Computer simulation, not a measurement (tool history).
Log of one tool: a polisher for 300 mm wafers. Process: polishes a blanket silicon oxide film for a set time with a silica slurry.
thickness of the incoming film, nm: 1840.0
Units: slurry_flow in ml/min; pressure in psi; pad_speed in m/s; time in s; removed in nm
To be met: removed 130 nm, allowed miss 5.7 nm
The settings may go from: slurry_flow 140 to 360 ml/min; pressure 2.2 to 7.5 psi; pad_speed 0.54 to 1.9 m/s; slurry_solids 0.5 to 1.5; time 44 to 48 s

{"run": 1, "hour": 0.0, "slurry_flow": 230, "pressure": 4.8, "pad_speed": 1.22, "slurry_solids": 1, "time": 48, "removed": 139.19}
{"run": 2, "hour": 1.6, "slurry_flow": 230, "pressure": 4.7, "pad_speed": 1.22, "slurry_solids": 1, "time": 48, "removed": 138.03}
{"run": 3, "hour": 9.0, "slurry_flow": 230, "pressure": 5.6, "pad_speed": 1.22, "slurry_solids": 1, "time": 48, "removed": 160.2}
{"run": 4, "hour": 11.1, "slurry_flow": 230, "pressure": 5.6, "pad_speed": 1.22, "slurry_solids": 1, "time": 48, "removed": 159.94}
{"hour": 19.1, "done": "worn pad replaced by a new one"}
{"run": 5, "hour": 19.1, "slurry_flow": 230, "pressure": 5.3, "pad_speed": 1.22, "slurry_solids": 1, "time": 48, "removed": 167.15}
{"run": 6, "hour": 23.8, "slurry_flow": 230, "pressure": 5, "pad_speed": 1.22, "slurry_solids": 1, "time": 48, "removed": 164.26}
{"run": 7, "hour": 28.9, "slurry_flow": 230, "pressure": 4.6, "pad_speed": 1.2, "slurry_solids": 1, "time": 48, "removed": 150.74}
{"run": 8, "hour": 32.3, "slurry_flow": 230, "pressure": 4.6, "pad_speed": 1.2, "slurry_solids": 1, "time": 48, "removed": 148.27}

Which of these 4 next moves meets every target?
{"run": "A", "hour": 35.7, "slurry_flow": 220, "pressure": 4.6, "pad_speed": 1.16, "slurry_solids": 0.9, "time": 45, "removed": "?"}
{"run": "B", "hour": 35.7, "slurry_flow": 350, "pressure": 4.8, "pad_speed": 1.46, "slurry_solids": 0.95, "time": 46, "removed": "?"}
{"run": "C", "hour": 35.7, "slurry_flow": 190, "pressure": 4.7, "pad_speed": 1, "slurry_solids": 1.1, "time": 44, "removed": "?"}
{"run": "D", "hour": 35.7, "slurry_flow": 240, "pressure": 3.9, "pad_speed": 1.16, "slurry_solids": 1, "time": 45, "removed": "?"}

move=A removed=129.77
move=B removed=175.41
move=C removed=120.5
move=D removed=115.27
A: meets every target
B: further off than the last run
C: takes the result that was furthest off past its target
D: takes the result that was furthest off past its target
Answer: A
